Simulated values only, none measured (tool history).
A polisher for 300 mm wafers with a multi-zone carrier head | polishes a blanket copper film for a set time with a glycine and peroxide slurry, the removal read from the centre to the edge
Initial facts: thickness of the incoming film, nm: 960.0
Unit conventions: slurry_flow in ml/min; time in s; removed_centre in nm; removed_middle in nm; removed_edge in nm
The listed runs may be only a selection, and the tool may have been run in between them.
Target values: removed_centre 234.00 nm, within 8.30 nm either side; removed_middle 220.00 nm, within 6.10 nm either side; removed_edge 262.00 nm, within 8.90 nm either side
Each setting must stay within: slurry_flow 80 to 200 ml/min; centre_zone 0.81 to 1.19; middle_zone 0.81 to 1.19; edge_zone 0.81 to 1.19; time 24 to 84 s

| run | day | slurry_flow | centre_zone | middle_zone | edge_zone | time | removed_centre | removed_middle | removed_edge |
|---|---|---|---|---|---|---|---|---|---|
| 1 | 0.000 | 130 | 1.00 | 1.00 | 1.00 | 54 | 333.73 | 338.39 | 368.54 |
| 2 | 0.129 | 125 | 0.99 | 0.97 | 0.98 | 52 | 318.83 | 316.87 | 348.80 |
| 3 | 0.367 | 125 | 0.99 | 0.97 | 1.04 | 52 | 316.93 | 315.81 | 359.97 |
| 4 | 0.683 | 120 | 0.98 | 0.95 | 1.02 | 50 | 296.39 | 292.63 | 335.48 |
| 5 | 0.750 | 120 | 0.98 | 1.02 | 1.02 | 50 | 296.10 | 317.51 | 334.72 |
| 6 | 0.933 | 115 | 0.97 | 0.99 | 1.00 | 49 | 283.08 | 299.40 | 329.04 |
| 7 | 0.988 | 115 | 0.97 | 0.97 | 0.98 | 47 | 281.02 | 282.79 | 307.92 |
| 8 | 1.308 | 110 | 0.96 | 0.95 | 0.97 | 46 | 269.38 | 271.39 | 303.33 |
| 9 | 1.617 | 105 | 0.95 | 0.93 | 0.96 | 45 | 255.66 | 260.05 | 293.62 |
| 10 | 1.683 | 85 | 0.97 | 0.83 | 0.87 | 42 | 231.98 | 212.15 | 252.45 |

5 candidate next runs follow, results not yet known. Just one meets every target within its allowed miss. Identify it.
| A | 1.750 | 85 | 1.06 | 0.91 | 0.92 | 39 | ? | ? | ? |
| B | 1.750 | 85 | 0.97 | 0.87 | 0.93 | 42 | ? | ? | ? |
| C | 1.750 | 110 | 0.99 | 0.83 | 0.88 | 42 | ? | ? | ? |
| D | 1.750 | 90 | 1.03 | 0.84 | 0.88 | 39 | ? | ? | ? |
| E | 1.750 | 85 | 0.92 | 0.90 | 0.82 | 44 | ? | ? | ? |

| move | removed_centre | removed_middle | removed_edge |
|---|---|---|---|
| A | 238.62 | 211.01 | 239.90 |
| B | 235.77 | 219.03 | 259.84 |
| C | 252.34 | 219.83 | 260.65 |
| D | 234.53 | 199.46 | 236.61 |
| E | 234.75 | 236.09 | 256.49 |
A: lands further from the targets than the last run did
B: all results in spec
C: the worst result of the last run now meets its target, but another is out of spec
D: lands further from the targets than the last run did
E: pushes the last run's worst result past its target
The right move is B.
